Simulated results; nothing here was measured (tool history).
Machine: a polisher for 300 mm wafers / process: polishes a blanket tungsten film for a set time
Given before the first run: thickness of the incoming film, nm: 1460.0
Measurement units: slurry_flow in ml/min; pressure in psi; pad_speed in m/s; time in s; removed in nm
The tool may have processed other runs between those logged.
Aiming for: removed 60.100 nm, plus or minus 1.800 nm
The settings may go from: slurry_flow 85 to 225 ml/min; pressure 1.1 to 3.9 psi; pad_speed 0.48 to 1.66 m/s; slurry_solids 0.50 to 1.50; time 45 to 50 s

run,day,slurry_flow,pressure,pad_speed,slurry_solids,time,removed
1,0.000,145,2.5,1.06,1.00,50,136.400
2,0.033,145,2.5,1.06,1.05,50,140.720
3,0.121,145,2.5,1.06,0.95,50,137.460
4,0.433,140,2.1,1.00,0.95,50,111.290
5,0.721,135,1.8,0.94,0.95,50,91.752
6,1.062,135,1.8,0.94,0.95,50,91.794
# day 1.438: slurry blender recalibrated
7,1.438,130,1.6,0.90,0.95,50,89.464
8,1.754,135,1.5,0.82,0.95,50,77.795
9,1.846,135,1.4,0.78,0.95,50,71.705
10,2.142,135,1.3,0.76,0.95,50,65.723
11,2.433,135,1.3,0.76,0.95,50,66.388
12,2.646,115,1.1,0.76,0.95,50,58.601
13,2.804,120,1.1,0.76,0.95,50,56.921
14,3.042,125,1.1,0.76,0.95,50,57.619
15,3.083,140,1.2,0.76,0.95,50,63.585
16,3.179,135,1.2,0.76,0.95,50,63.234

Next run, 4 choices. One meets every target within its allowed miss, the rest don't. Which?
A,3.275,135,1.2,0.82,1.00,47,?
B,3.275,155,1.4,0.70,1.00,49,?
C,3.275,175,1.2,0.76,0.95,46,?
D,3.275,130,1.2,0.82,1.10,46,?

move,removed
A,63.420
B,64.793
C,58.957
D,63.534
A: lands further from the targets than the last run did
B: lands further from the targets than the last run did
C: meets every target
D: lands further from the targets than the last run did
C meets every target.

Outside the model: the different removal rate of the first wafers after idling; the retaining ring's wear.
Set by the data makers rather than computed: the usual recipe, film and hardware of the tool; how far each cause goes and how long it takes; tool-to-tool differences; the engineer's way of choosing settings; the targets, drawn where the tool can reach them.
